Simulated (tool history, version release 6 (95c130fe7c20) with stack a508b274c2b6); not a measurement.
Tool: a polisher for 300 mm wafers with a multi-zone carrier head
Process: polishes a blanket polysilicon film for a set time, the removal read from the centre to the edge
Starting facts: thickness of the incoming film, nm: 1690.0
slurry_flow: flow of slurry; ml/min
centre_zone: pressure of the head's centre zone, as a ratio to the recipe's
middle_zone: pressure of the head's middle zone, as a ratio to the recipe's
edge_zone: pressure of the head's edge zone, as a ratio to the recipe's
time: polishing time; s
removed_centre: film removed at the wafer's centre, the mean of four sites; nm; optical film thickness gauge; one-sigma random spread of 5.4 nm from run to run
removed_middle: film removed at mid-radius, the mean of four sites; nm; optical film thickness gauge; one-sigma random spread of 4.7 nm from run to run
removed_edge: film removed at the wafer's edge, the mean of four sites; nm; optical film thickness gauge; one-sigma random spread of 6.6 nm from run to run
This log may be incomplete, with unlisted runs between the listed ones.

{"run": 1, "day": 0.0, "slurry_flow": 260, "centre_zone": 1, "middle_zone": 1, "edge_zone": 1, "time": 74, "removed_centre": 424.38, "removed_middle": 446.42, "removed_edge": 438.74}
{"run": 2, "day": 0.321, "slurry_flow": 265, "centre_zone": 1.02, "middle_zone": 1, "edge_zone": 1.02, "time": 75, "removed_centre": 434.94, "removed_middle": 461.09, "removed_edge": 461.71}
{"run": 3, "day": 0.358, "slurry_flow": 265, "centre_zone": 1.02, "middle_zone": 1, "edge_zone": 1.02, "time": 93, "removed_centre": 537.12, "removed_middle": 567.97, "removed_edge": 566.32}
{"run": 4, "day": 0.592, "slurry_flow": 260, "centre_zone": 1.03, "middle_zone": 0.98, "edge_zone": 1.01, "time": 93, "removed_centre": 545.69, "removed_middle": 561.71, "removed_edge": 572.69}
{"run": 5, "day": 0.9, "slurry_flow": 260, "centre_zone": 1.03, "middle_zone": 0.98, "edge_zone": 1.09, "time": 93, "removed_centre": 537.92, "removed_middle": 564.61, "removed_edge": 578.39}
{"run": 6, "day": 1.092, "slurry_flow": 260, "centre_zone": 1.04, "middle_zone": 0.97, "edge_zone": 1.07, "time": 92, "removed_centre": 552.8, "removed_middle": 537.37, "removed_edge": 575.58}
{"run": 7, "day": 1.304, "slurry_flow": 255, "centre_zone": 1.05, "middle_zone": 0.97, "edge_zone": 1.06, "time": 91, "removed_centre": 549.84, "removed_middle": 536.6, "removed_edge": 564.44}
{"run": 8, "day": 1.354, "slurry_flow": 250, "centre_zone": 1.05, "middle_zone": 0.97, "edge_zone": 1.05, "time": 90, "removed_centre": 533.62, "removed_middle": 527.29, "removed_edge": 551.47}

Forecast run 9:
{"run": 9, "day": 1.654, "slurry_flow": 250, "centre_zone": 1.06, "middle_zone": 0.97, "edge_zone": 1.04, "time": 90, "removed_centre": "?", "removed_middle": "?", "removed_edge": "?"}

{"run 9": {"removed_centre": 540.05, "removed_middle": 533.14, "removed_edge": 559}}
